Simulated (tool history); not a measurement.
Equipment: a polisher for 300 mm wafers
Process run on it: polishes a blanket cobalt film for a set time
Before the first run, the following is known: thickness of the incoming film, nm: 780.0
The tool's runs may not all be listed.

run	day	flow of slurry (ml/min)	pressure of the wafer on the pad (psi)	speed of the pad under the wafer (cm/s)	polishing time (s)	film removed (Å)
1	0	170	2.2	84	23	878.37
2	0.329	170	2.2	92	23	965.73
3	0.55	150	2.2	92	23	942.13
4	0.812	150	2.1	92	23	919.17
5	1.033	190	2.1	92	23	929.3
6	1.312	190	2.1	92	23	957.61
7	1.608	190	2	92	23	936.47
8	1.692	190	1.9	92	23	900.36

Estimate the outcome of run 9 from the log above:
9	1.817	190	1.8	92	23	?

film removed (Å): 880.36
